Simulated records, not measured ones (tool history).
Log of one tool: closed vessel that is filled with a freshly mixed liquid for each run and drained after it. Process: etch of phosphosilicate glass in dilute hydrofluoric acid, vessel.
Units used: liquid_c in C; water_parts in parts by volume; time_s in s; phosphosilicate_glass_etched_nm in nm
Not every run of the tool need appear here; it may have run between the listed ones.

run,hour,liquid_c,water_parts,time_s,phosphosilicate_glass_etched_nm
1,0,23,60,105,186.04
2,8.1,23,60,105,187.45
3,15.2,23,60,115,203.23
4,21.5,23,60,115,202.62
5,30,25,60,115,218.9
6,32.5,26.5,60,115,233.42

Expected results for the next run?
7,35.5,27.5,60,115,?

phosphosilicate_glass_etched_nm: 243.32 nm
